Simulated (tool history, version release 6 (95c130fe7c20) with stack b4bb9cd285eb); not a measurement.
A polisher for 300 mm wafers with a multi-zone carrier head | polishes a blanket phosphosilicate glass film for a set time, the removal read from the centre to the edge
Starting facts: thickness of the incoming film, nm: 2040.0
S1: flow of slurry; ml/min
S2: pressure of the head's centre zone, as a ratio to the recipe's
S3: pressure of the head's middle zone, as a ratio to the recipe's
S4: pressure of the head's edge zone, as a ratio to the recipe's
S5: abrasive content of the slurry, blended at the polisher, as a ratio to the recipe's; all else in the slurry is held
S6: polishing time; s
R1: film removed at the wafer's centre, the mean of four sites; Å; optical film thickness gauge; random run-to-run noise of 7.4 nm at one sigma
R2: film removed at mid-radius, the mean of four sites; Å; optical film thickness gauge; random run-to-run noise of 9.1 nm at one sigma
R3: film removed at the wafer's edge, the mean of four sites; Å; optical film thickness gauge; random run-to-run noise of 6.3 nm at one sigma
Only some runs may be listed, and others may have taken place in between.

Run 1, hour 0.0: S1 155 ml/min, S2 1.00, S3 1.00, S4 1.00, S5 1.00, S6 47 s. Result: R1 5964.3 Å, R2 6046.6 Å, R3 6089.7 Å.
Run 2, hour 7.5: S1 170 ml/min, S2 1.04, S3 1.03, S4 1.04, S5 1.05, S6 47 s. Result: R1 6344.1 Å, R2 6440.2 Å, R3 6352.3 Å.
Run 3, hour 8.1: S1 180 ml/min, S2 1.07, S3 1.04, S4 1.06, S5 1.10, S6 47 s. Result: R1 6820.9 Å, R2 6661.0 Å, R3 6584.1 Å.
Run 4, hour 14.8: S1 180 ml/min, S2 1.07, S3 1.04, S4 1.06, S5 1.00, S6 47 s. Result: R1 6544.1 Å, R2 6477.0 Å, R3 6304.8 Å.
Run 5, hour 23.7: S1 180 ml/min, S2 1.07, S3 1.04, S4 1.06, S5 0.80, S6 47 s. Result: R1 5858.4 Å, R2 5850.5 Å, R3 5790.3 Å.
Run 6, hour 25.2: S1 180 ml/min, S2 1.13, S3 1.04, S4 1.06, S5 0.80, S6 47 s. Result: R1 6352.2 Å, R2 5871.1 Å, R3 5782.9 Å.

Expected results for the next run?
Run 7, hour 33.1: S1 185 ml/min, S2 1.13, S3 1.05, S4 1.09, S5 0.90, S6 47 s. Result: R1 ?, R2 ?, R3 ?.

R1: 6674.3 Å
R2: 6147.6 Å
R3: 6142.8 Å
